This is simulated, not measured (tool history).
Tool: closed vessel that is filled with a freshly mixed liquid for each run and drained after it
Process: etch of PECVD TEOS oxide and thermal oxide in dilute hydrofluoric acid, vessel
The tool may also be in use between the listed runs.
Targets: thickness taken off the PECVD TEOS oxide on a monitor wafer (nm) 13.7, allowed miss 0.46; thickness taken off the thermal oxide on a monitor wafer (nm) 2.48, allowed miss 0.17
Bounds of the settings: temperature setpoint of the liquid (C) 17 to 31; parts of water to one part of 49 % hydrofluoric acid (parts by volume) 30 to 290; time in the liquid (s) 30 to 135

run,hour,temperature setpoint of the liquid (C),parts of water to one part of 49 % hydrofluoric acid (parts by volume),time in the liquid (s),thickness taken off the PECVD TEOS oxide on a monitor wafer (nm),thickness taken off the thermal oxide on a monitor wafer (nm)
1,0,23,160,70,11.367,2.0193
2,5.9,24.5,160,70,11.952,2.1648
3,6.9,24.5,160,55,9.2389,1.6031
4,15.8,26,150,55,10.584,1.9068
5,17.9,27,145,55,11.359,2.0294
6,24,28,140,55,12.333,2.2221
7,27.2,28.5,140,55,12.631,2.3194
8,34,29,140,55,12.868,2.2836
9,40.4,29.5,140,55,13.024,2.3435

5 next moves are on the table. One of them brings every result within its allowed miss. Which?
A,46.8,31,160,65,?,?
B,46.8,30.5,115,40,?,?
C,46.8,28.5,205,85,?,?
D,46.8,29,100,35,?,?
E,46.8,27.5,180,80,?,?

move,thickness taken off the PECVD TEOS oxide on a monitor wafer (nm),thickness taken off the thermal oxide on a monitor wafer (nm)
A,13.782,2.5154
B,12.319,2.2484
C,12.179,2.2229
D,11.967,2.1842
E,12.978,2.3687
A: meets every target
B: further off than the last run
C: further off than the last run
D: further off than the last run
E: further off than the last run
Move A is the one to make.
